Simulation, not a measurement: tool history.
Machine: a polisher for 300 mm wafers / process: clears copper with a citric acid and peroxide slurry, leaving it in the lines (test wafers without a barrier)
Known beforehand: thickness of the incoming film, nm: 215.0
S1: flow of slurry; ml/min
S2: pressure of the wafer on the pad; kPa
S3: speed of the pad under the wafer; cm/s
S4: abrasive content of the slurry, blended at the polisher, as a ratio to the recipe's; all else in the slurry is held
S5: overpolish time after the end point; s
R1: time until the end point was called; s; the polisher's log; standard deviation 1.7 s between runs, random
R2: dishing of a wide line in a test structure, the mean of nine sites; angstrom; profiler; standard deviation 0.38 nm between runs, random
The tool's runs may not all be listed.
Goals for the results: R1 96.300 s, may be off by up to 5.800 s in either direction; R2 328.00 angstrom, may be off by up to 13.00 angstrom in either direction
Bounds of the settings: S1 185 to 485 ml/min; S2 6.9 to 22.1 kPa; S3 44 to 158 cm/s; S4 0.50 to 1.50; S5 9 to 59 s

run  hour   S1    S2   S3    S4  S5       R1      R2
  1   0.0  310  14.5  100  1.00  30  151.690  256.02
  2   3.7  310  16.5  102  1.00  29  127.990  280.55
  3   8.1  310  17.9  102  1.00  28  122.160  286.01
  4  10.0  310  19.3  102  1.00  28  116.150  300.66
  5  12.4  310  19.3  102  0.85  28  117.350  294.15
  6  17.5  310  19.3  102  1.05  28  111.610  304.00
  7  25.7  310  20.0  102  1.05  28  109.820  314.46
  8  26.7  310  20.7  104  1.05  27  105.210  313.10

Below are 5 possible settings for the next run. Only one of them brings all results inside the allowed miss of their targets. Which is it?
  A  27.7  250  15.9  118  0.95  30   ?   ?
  B  27.7  330  22.1  126  1.00  22   ?   ?
  C  27.7  350  18.6  120  1.30  27   ?   ?
  D  27.7  325  17.9  100  1.05  32   ?   ?
  E  27.7  460  20.0  130  0.95  30   ?   ?

move       R1      R2
   A  125.270  301.19
   B   82.785  327.34
   C   97.724  333.55
   D  126.130  315.22
   E   87.303  382.43
A: its largest miss is bigger than the last run's
B: moves the result that the last run missed by most past its target, out the other side
C: hits every target within its allowed miss
D: its largest miss is bigger than the last run's
E: moves the result that the last run missed by most past its target, out the other side
Go with C: it meets all targets.
